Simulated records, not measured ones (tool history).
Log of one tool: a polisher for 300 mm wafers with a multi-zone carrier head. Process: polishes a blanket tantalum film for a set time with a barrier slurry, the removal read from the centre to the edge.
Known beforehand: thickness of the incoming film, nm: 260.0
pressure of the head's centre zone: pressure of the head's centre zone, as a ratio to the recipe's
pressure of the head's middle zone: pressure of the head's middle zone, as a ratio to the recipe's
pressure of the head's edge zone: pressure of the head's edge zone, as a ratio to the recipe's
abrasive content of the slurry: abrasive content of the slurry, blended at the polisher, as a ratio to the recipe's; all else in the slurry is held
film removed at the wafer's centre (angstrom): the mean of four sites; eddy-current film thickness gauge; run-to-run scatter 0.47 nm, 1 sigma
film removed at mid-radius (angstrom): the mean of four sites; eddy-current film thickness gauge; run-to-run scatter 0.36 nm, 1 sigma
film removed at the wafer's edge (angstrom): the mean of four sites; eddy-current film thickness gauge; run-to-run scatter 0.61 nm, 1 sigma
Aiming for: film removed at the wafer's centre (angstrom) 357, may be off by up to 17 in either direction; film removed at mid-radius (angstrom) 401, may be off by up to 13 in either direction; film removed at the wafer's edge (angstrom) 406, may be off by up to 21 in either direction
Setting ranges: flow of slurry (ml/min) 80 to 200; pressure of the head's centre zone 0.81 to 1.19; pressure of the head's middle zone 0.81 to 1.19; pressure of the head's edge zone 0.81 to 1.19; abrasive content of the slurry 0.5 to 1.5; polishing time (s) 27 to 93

run	hour	flow of slurry (ml/min)	pressure of the head's centre zone	pressure of the head's middle zone	pressure of the head's edge zone	abrasive content of the slurry	polishing time (s)	film removed at the wafer's centre (angstrom)	film removed at mid-radius (angstrom)	film removed at the wafer's edge (angstrom)
1	0	130	1	1	1	1	59	628.49	622.96	651.57
2	4.6	125	0.97	1	0.98	0.9	56	543.57	571.97	602.59
3	5.2	125	0.97	1	1.04	0.9	56	549.82	575.15	583.25
4	13	120	0.96	0.99	1.05	0.8	54	513.43	529.52	570.21
5	18.6	125	0.96	1	1.05	0.75	50	471.54	486.03	518.1
6	21.6	125	0.95	1.02	1.05	0.7	48	432.54	469.89	496.55
7	27.7	125	0.96	1.04	1.05	0.65	46	413.45	450.42	463.02
8	35.5	125	0.96	1.04	1.05	0.65	46	422.79	452	456.36
9	36.7	120	0.95	1.04	1.05	0.6	45	396.54	427.37	446.33
10	40.5	115	0.95	1.05	1.04	0.6	45	387.61	427.94	435.09
11	49.2	110	0.95	1.05	1.03	0.6	45	385.09	430.27	438.95

Below are 4 possible settings for the next run. Only one of them brings all results inside the allowed miss of their targets. Which is it?
A	57.9	130	0.96	0.95	1	0.6	47	?	?	?
B	57.9	100	0.87	1.05	1.02	0.55	49	?	?	?
C	57.9	185	1.19	1.19	1.06	0.5	39	?	?	?
D	57.9	135	0.96	1.08	1.14	0.5	42	?	?	?

move	film removed at the wafer's centre (angstrom)	film removed at mid-radius (angstrom)	film removed at the wafer's edge (angstrom)
A	411.03	416.99	456.23
B	365.18	446.35	456.17
C	424.61	418.47	380.07
D	353.08	398.53	409.04
A: its largest miss is bigger than the last run's
B: its largest miss is bigger than the last run's
C: its largest miss is bigger than the last run's
D: meets every target
Correct choice: D, which meets every target
